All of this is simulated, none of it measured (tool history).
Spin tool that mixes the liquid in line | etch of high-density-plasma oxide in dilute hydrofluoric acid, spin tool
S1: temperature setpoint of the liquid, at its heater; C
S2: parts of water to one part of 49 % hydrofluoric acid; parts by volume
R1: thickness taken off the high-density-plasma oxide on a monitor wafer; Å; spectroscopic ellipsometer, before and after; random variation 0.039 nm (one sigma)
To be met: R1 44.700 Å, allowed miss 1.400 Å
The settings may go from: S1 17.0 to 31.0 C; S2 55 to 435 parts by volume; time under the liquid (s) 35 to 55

run 1 hour=0.0 | S1=23.0 S2=245 time_under_the_liquid_(s)=55 | R1=11.206
run 2 hour=1.6 | S1=26.5 S2=245 time_under_the_liquid_(s)=55 | R1=13.081
run 3 hour=5.1 | S1=24.0 S2=245 time_under_the_liquid_(s)=55 | R1=11.911
run 4 hour=5.8 | S1=25.5 S2=245 time_under_the_liquid_(s)=55 | R1=12.374
run 5 hour=11.2 | S1=26.0 S2=220 time_under_the_liquid_(s)=55 | R1=14.334
run 6 hour=17.0 | S1=26.5 S2=200 time_under_the_liquid_(s)=55 | R1=16.919
run 7 hour=25.8 | S1=27.0 S2=185 time_under_the_liquid_(s)=55 | R1=18.699
run 8 hour=29.8 | S1=27.5 S2=170 time_under_the_liquid_(s)=55 | R1=21.461
run 9 hour=33.9 | S1=28.0 S2=160 time_under_the_liquid_(s)=55 | R1=22.835
run 10 hour=37.6 | S1=28.5 S2=150 time_under_the_liquid_(s)=55 | R1=25.229
run 11 hour=38.3 | S1=29.0 S2=140 time_under_the_liquid_(s)=55 | R1=27.881
run 12 hour=45.0 | S1=29.0 S2=130 time_under_the_liquid_(s)=55 | R1=31.061
run 13 hour=49.1 | S1=29.0 S2=125 time_under_the_liquid_(s)=55 | R1=31.946
run 14 hour=50.1 | S1=29.0 S2=120 time_under_the_liquid_(s)=55 | R1=33.632
run 15 hour=53.5 | S1=29.0 S2=115 time_under_the_liquid_(s)=55 | R1=34.685
run 16 hour=58.6 | S1=29.0 S2=115 time_under_the_liquid_(s)=55 | R1=35.283
run 17 hour=60.5 | S1=29.0 S2=110 time_under_the_liquid_(s)=55 | R1=37.378
run 18 hour=69.2 | S1=29.5 S2=100 time_under_the_liquid_(s)=55 | R1=41.800
run 19 hour=73.7 | S1=30.0 S2=100 time_under_the_liquid_(s)=55 | R1=42.350

Which of these 4 next moves meets every target?
run A hour=78.2 | S1=29.5 S2=90 time_under_the_liquid_(s)=55 | R1=?
run B hour=78.2 | S1=31.0 S2=100 time_under_the_liquid_(s)=50 | R1=?
run C hour=78.2 | S1=31.0 S2=100 time_under_the_liquid_(s)=55 | R1=?
run D hour=78.2 | S1=29.5 S2=100 time_under_the_liquid_(s)=55 | R1=?

move=A R1=47.653
move=B R1=40.662
move=C R1=44.728
move=D R1=42.288
A: takes the result that was furthest off past its target
B: further off than the last run
C: meets every target
D: as far off as the last run
Move C is the one to make.

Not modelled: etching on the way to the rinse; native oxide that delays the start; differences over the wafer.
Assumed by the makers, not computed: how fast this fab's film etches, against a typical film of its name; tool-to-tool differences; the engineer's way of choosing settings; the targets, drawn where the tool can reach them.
